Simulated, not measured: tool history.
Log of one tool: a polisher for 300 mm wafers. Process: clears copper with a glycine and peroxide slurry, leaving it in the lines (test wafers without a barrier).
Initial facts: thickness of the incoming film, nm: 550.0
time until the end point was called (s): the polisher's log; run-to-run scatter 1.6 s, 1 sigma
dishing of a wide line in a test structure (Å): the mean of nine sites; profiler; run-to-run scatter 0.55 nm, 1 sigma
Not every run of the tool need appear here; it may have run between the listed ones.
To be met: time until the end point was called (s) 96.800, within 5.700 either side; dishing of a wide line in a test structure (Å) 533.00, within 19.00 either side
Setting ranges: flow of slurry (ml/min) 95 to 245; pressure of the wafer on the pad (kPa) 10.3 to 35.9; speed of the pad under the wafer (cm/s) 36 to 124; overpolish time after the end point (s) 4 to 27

| run | day | flow of slurry (ml/min) | pressure of the wafer on the pad (kPa) | speed of the pad under the wafer (cm/s) | overpolish time after the end point (s) | time until the end point was called (s) | dishing of a wide line in a test structure (Å) |
|---|---|---|---|---|---|---|---|
| 1 | 0.000 | 155 | 22.8 | 80 | 14 | 132.610 | 406.05 |
| 2 | 0.258 | 160 | 24.8 | 80 | 14 | 124.000 | 425.31 |
| 3 | 0.446 | 160 | 30.3 | 80 | 14 | 112.230 | 468.58 |
| 4 | 0.575 | 160 | 30.3 | 80 | 11 | 109.830 | 386.98 |
| 5 | 0.600 | 160 | 30.3 | 60 | 11 | 141.900 | 314.53 |
| 6 | 0.662 | 155 | 31.0 | 68 | 12 | 129.340 | 375.23 |
| 7 | 0.692 | 155 | 32.4 | 74 | 12 | 114.060 | 405.64 |
| 8 | 0.883 | 155 | 35.9 | 78 | 15 | 105.720 | 540.06 |

Below are 5 possible settings for the next run. Only one of them brings all results inside the allowed miss of their targets. Which is it?
| A | 1.075 | 210 | 35.9 | 80 | 14 | ? | ? |
| B | 1.075 | 190 | 35.9 | 64 | 17 | ? | ? |
| C | 1.075 | 185 | 32.4 | 88 | 16 | ? | ? |
| D | 1.075 | 115 | 32.4 | 82 | 16 | ? | ? |
| E | 1.075 | 170 | 35.2 | 86 | 16 | ? | ? |

| move | time until the end point was called (s) | dishing of a wide line in a test structure (Å) |
|---|---|---|
| A | 98.430 | 529.95 |
| B | 120.230 | 530.42 |
| C | 98.179 | 587.84 |
| D | 111.050 | 534.30 |
| E | 95.968 | 599.63 |
A: every result within its allowed miss
B: moves away from the targets compared with the last run
C: meets the target for the result that was furthest off, but another lies outside its allowed miss
D: moves away from the targets compared with the last run
E: meets the target for the result that was furthest off, but another lies outside its allowed miss
Correct choice: A, which meets every target
